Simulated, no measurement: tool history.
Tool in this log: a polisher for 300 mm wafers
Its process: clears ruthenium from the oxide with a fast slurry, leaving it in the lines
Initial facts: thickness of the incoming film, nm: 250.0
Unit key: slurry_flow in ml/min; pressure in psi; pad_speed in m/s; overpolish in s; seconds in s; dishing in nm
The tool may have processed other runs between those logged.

run,hour,slurry_flow,pressure,pad_speed,slurry_solids,overpolish,seconds,dishing
1,0.0,315,1.9,0.82,1.0,13,110.760,25.371
2,7.8,315,2.3,0.82,1.0,13,96.551,29.087
3,13.8,315,2.4,0.82,1.0,13,95.479,29.733
4,17.3,315,2.5,0.82,1.0,13,92.248,29.984
5,26.1,315,2.6,0.82,1.0,13,91.030,31.770
6,29.4,315,2.6,0.82,1.0,15,90.968,35.999
7,32.6,315,2.9,0.82,1.0,11,86.344,28.731

The next listed run, before its measurement:
8,37.6,315,2.9,0.84,1.0,11,?,?

{"run 8": {"seconds": 80.869, "dishing": 29.973}}
